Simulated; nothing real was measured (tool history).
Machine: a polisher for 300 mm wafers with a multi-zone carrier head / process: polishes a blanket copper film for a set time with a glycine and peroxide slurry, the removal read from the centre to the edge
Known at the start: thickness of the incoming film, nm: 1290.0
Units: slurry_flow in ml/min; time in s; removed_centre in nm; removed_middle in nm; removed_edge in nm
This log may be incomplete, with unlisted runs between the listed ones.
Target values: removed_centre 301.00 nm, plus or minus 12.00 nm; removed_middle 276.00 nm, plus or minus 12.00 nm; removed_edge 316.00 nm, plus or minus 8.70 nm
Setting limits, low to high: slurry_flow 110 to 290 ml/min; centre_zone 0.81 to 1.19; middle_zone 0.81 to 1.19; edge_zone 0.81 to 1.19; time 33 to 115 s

| run | hour | slurry_flow | centre_zone | middle_zone | edge_zone | time | removed_centre | removed_middle | removed_edge |
|---|---|---|---|---|---|---|---|---|---|
| 1 | 0.0 | 185 | 1.00 | 1.00 | 1.00 | 73 | 238.22 | 238.42 | 236.41 |
| 2 | 7.0 | 190 | 1.00 | 0.99 | 1.03 | 75 | 245.99 | 239.61 | 248.77 |
| 3 | 12.8 | 195 | 1.01 | 0.99 | 1.06 | 77 | 249.26 | 247.96 | 257.56 |
| 4 | 20.2 | 200 | 1.02 | 0.98 | 1.08 | 79 | 261.33 | 257.55 | 269.61 |
| 5 | 23.2 | 200 | 0.96 | 0.98 | 1.08 | 79 | 246.54 | 252.33 | 266.05 |
| 6 | 24.5 | 205 | 0.98 | 0.97 | 1.10 | 80 | 252.12 | 254.19 | 273.96 |
| 7 | 25.2 | 205 | 0.98 | 0.97 | 1.10 | 80 | 254.20 | 257.87 | 272.52 |
| 8 | 28.2 | 205 | 0.99 | 0.96 | 1.11 | 81 | 260.89 | 259.34 | 278.48 |
| 9 | 32.8 | 205 | 0.99 | 0.96 | 1.11 | 81 | 258.23 | 260.81 | 281.91 |
| 10 | 37.7 | 210 | 1.01 | 0.95 | 1.12 | 81 | 267.24 | 254.31 | 281.83 |
| 11 | 42.9 | 215 | 1.02 | 0.95 | 1.13 | 82 | 277.01 | 262.24 | 287.34 |
| 12 | 47.1 | 220 | 1.02 | 0.94 | 1.14 | 83 | 276.45 | 267.00 | 290.86 |
| 13 | 48.4 | 220 | 1.03 | 0.93 | 1.15 | 84 | 285.02 | 264.72 | 299.24 |

Which one of the following 5 next-run settings gets every result inside its allowed miss? There is exactly one.
| A | 49.7 | 230 | 1.05 | 1.00 | 1.15 | 76 | ? | ? | ? |
| B | 49.7 | 200 | 1.03 | 0.91 | 1.16 | 90 | ? | ? | ? |
| C | 49.7 | 265 | 1.10 | 1.00 | 1.04 | 81 | ? | ? | ? |
| D | 49.7 | 185 | 1.05 | 0.82 | 1.16 | 91 | ? | ? | ? |
| E | 49.7 | 230 | 0.93 | 0.89 | 1.17 | 94 | ? | ? | ? |

| move | removed_centre | removed_middle | removed_edge |
|---|---|---|---|
| A | 262.72 | 256.20 | 269.23 |
| B | 298.23 | 274.82 | 315.65 |
| C | 299.15 | 277.79 | 278.89 |
| D | 302.94 | 251.82 | 316.58 |
| E | 287.32 | 287.63 | 335.95 |
A: misses by more than the last run did
B: all results in spec
C: misses by more than the last run did
D: the worst result of the last run now meets its target, but another is out of spec
E: takes the biggest miss from the last run beyond its target
The right move is B.

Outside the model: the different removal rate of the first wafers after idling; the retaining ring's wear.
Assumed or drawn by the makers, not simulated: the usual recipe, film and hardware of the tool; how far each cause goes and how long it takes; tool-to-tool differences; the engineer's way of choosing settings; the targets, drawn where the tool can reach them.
